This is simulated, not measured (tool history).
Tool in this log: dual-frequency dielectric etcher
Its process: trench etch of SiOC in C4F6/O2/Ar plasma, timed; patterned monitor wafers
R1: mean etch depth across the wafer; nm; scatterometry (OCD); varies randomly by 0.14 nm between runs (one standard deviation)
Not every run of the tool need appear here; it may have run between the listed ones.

run 1 hour=0 | source_power_(W)=490 bias_power_(W)=189 etch_time_(s)=17.5 | R1=40.699
run 2 hour=5.3 | source_power_(W)=490 bias_power_(W)=189 etch_time_(s)=17.5 | R1=40.46
run 3 hour=10.2 | source_power_(W)=440 bias_power_(W)=168 etch_time_(s)=17 | R1=35.076
run 4 hour=13.1 | source_power_(W)=440 bias_power_(W)=151 etch_time_(s)=17 | R1=33.906
run 5 hour=16.7 | source_power_(W)=380 bias_power_(W)=151 etch_time_(s)=17 | R1=30.528
run 6 hour=18.6 | source_power_(W)=360 bias_power_(W)=149 etch_time_(s)=17 | R1=28.878
run 7 hour=26 | source_power_(W)=350 bias_power_(W)=149 etch_time_(s)=17 | R1=28.512
run 8 hour=27.5 | source_power_(W)=300 bias_power_(W)=129 etch_time_(s)=17 | R1=23.523
run 9 hour=28.9 | source_power_(W)=380 bias_power_(W)=130 etch_time_(s)=17 | R1=28.766

Run 10 has not been measured yet. What should we expect?
run 10 hour=32.4 | source_power_(W)=370 bias_power_(W)=130 etch_time_(s)=17 | R1=?

{"run 10": {"R1": 28.56}}

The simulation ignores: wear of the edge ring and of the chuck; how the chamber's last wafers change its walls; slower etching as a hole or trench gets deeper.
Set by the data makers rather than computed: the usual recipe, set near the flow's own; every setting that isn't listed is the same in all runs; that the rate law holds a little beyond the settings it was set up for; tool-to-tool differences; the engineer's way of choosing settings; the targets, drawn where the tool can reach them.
